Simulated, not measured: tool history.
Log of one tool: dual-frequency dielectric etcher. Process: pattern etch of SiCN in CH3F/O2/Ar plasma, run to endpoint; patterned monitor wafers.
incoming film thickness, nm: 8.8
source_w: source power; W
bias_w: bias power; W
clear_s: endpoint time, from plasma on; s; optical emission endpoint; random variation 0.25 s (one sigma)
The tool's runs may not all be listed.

run	day	source_w	bias_w	clear_s
1	0.000	290	55	31.354
2	0.183	270	53	32.556
3	0.496	320	53	30.838
4	0.800	370	53	29.336
5	1.067	390	53	28.933
6	1.267	390	57	28.419
7	1.388	350	52	30.143
8	1.417	320	48	31.516
9	1.492	300	45	33.222

Run 10 comes next. What will it give?
10	1.583	300	45	?

clear_s: 33.184 s
